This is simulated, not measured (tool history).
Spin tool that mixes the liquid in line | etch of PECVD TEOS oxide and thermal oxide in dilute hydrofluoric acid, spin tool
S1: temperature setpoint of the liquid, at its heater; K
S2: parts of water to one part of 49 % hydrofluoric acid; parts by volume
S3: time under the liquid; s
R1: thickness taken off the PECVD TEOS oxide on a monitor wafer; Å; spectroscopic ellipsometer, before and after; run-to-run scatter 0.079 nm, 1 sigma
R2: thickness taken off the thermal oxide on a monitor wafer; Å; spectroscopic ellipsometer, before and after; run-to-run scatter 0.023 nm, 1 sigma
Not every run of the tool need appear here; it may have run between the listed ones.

run  hour      S1  S2   S3      R1      R2
  1   0.0  293.15  75   75  108.74  35.473
  2   5.6  292.65  80   75  100.52  32.904
  3  10.8  292.65  90   75   86.81  28.453
  4  17.2  292.65  90  100  119.45  38.258
  5  21.8  294.65  90  100  125.37  41.223
  6  29.4  294.65  90  125  159.42  51.588

Run 7, settings as shown, results not yet in. Your forecast:
  7  37.1  294.15  100  125   ?   ?

Run 7 came out at R1 137.13 Å, R2 44.336 Å.
